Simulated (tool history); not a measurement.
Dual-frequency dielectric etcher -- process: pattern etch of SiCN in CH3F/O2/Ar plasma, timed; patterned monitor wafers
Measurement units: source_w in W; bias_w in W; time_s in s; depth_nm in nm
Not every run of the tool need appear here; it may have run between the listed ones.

{"run": 1, "day": 0.0, "source_w": 520, "bias_w": 68, "time_s": 92.5, "depth_nm": 39.413}
{"run": 2, "day": 0.125, "source_w": 440, "bias_w": 68, "time_s": 92.5, "depth_nm": 36.461}
{"run": 3, "day": 0.238, "source_w": 440, "bias_w": 68, "time_s": 96.5, "depth_nm": 38.146}
{"run": 4, "day": 0.425, "source_w": 430, "bias_w": 68, "time_s": 96.5, "depth_nm": 37.666}
{"run": 5, "day": 0.775, "source_w": 430, "bias_w": 75, "time_s": 96.5, "depth_nm": 38.784}
{"run": 6, "day": 0.983, "source_w": 410, "bias_w": 75, "time_s": 96.5, "depth_nm": 37.785}
{"run": 7, "day": 1.183, "source_w": 400, "bias_w": 75, "time_s": 96.5, "depth_nm": 37.393}
{"run": 8, "day": 1.508, "source_w": 340, "bias_w": 74, "time_s": 96.5, "depth_nm": 34.581}

What does the tool deliver on the next run?
{"run": 9, "day": 1.658, "source_w": 350, "bias_w": 74, "time_s": 96.5, "depth_nm": "?"}

depth_nm: 35.026 nm
